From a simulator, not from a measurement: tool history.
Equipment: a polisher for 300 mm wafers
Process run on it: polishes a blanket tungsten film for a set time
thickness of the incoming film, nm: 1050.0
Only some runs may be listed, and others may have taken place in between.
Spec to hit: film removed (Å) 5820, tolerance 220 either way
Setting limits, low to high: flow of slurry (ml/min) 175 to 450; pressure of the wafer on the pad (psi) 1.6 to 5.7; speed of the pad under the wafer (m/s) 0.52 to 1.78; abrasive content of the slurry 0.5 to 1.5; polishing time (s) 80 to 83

run    day  flow of slurry (ml/min)  pressure of the wafer on the pad (psi)  speed of the pad under the wafer (m/s)  abrasive content of the slurry  polishing time (s)  film removed (Å)
  1      0                      290                                     3.6                                    1.14                               1                  80            4156.6
  2  0.312                      290                                     3.8                                    1.14                               1                  80              4398
  3  0.338                      230                                     3.8                                    1.14                               1                  80            4305.9
  4  0.412                      230                                       4                                    1.14                               1                  80              4328
  5  0.488                      245                                     4.2                                    1.14                               1                  80            4683.6
  6  0.775                      245                                     4.2                                    0.98                               1                  80            3933.5
  7  0.992                      245                                     4.2                                    0.98                               1                  80            3890.4
  8  1.267                      250                                     4.5                                    0.98                               1                  80              4177
  9  1.346                      255                                     4.8                                       1                               1                  80            4499.9
 10  1.433                      255                                       5                                    1.02                               1                  80            4681.7
 11  1.554                      255                                     5.1                                    1.04                               1                  80            4880.5
 12  1.733                      255                                     5.2                                    1.06                               1                  80            4961.9
 13  1.842                      255                                     5.3                                    1.08                               1                  80            5283.7
 14  1.933                      255                                     5.4                                    1.08                               1                  80            5160.9
 15  2.042                      255                                     5.5                                     1.1                               1                  80            5416.1
 16  2.262                      255                                     5.6                                    1.12                               1                  80            5544.4

Exercise: of the 5 proposed moves below, exactly one satisfies all targets within the stated allowed misses. Which move is it?
  A  2.483                      260                                     4.8                                    1.22                            0.95                  81                 ?
  B  2.483                      220                                     4.8                                    1.16                            0.95                  83                 ?
  C  2.483                      300                                     5.2                                    1.06                            1.25                  80                 ?
  D  2.483                      255                                     5.7                                       1                            1.05                  80                 ?
  E  2.483                      285                                     4.3                                     1.4                            0.85                  83                 ?

move  film removed (Å)
   A            5544.8
   B            5296.1
   C            5534.7
   D            5251.5
   E            5892.4
A: neither nearer nor further off than the last run
B: moves away from the targets compared with the last run
C: neither nearer nor further off than the last run
D: moves away from the targets compared with the last run
E: hits every target within its allowed miss
Move E is the one to make.
